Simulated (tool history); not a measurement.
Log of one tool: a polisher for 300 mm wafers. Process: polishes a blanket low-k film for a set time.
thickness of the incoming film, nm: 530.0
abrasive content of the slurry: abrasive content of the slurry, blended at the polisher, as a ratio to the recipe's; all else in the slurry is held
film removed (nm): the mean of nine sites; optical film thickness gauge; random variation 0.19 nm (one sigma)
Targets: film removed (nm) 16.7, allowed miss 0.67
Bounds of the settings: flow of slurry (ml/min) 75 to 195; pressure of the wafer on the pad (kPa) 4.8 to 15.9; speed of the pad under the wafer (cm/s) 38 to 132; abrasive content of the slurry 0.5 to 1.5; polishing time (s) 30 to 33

| run | hour | flow of slurry (ml/min) | pressure of the wafer on the pad (kPa) | speed of the pad under the wafer (cm/s) | abrasive content of the slurry | polishing time (s) | film removed (nm) |
|---|---|---|---|---|---|---|---|
| 1 | 0 | 125 | 10.3 | 84 | 1 | 33 | 11.44 |
| 2 | 7 | 130 | 11 | 84 | 1 | 33 | 12.362 |
| 3 | 15.6 | 135 | 11.7 | 84 | 1 | 33 | 13.356 |
| 4 | 16.4 | 135 | 11.7 | 102 | 1 | 33 | 15.483 |
| 5 | 24.9 | 135 | 11.7 | 102 | 1 | 30 | 13.854 |
| 6 | 28.7 | 140 | 11.7 | 102 | 1 | 30 | 13.977 |
| 7 | 33.4 | 140 | 12.4 | 102 | 1 | 30 | 15.145 |
| 8 | 37.4 | 145 | 13.1 | 102 | 1 | 30 | 15.704 |

Which of these 5 next moves meets every target?
| A | 41.4 | 140 | 13.1 | 112 | 1 | 33 | ? |
| B | 41.4 | 150 | 14.5 | 82 | 1 | 31 | ? |
| C | 41.4 | 135 | 12.4 | 94 | 1.05 | 32 | ? |
| D | 41.4 | 120 | 13.1 | 106 | 0.95 | 32 | ? |
| E | 41.4 | 145 | 12.4 | 106 | 0.95 | 31 | ? |

| move | film removed (nm) |
|---|---|
| A | 18.175 |
| B | 14.807 |
| C | 14.726 |
| D | 16.189 |
| E | 15.271 |
A: takes the result that was furthest off past its target
B: further off than the last run
C: further off than the last run
D: meets every target
E: further off than the last run
The right move is D.
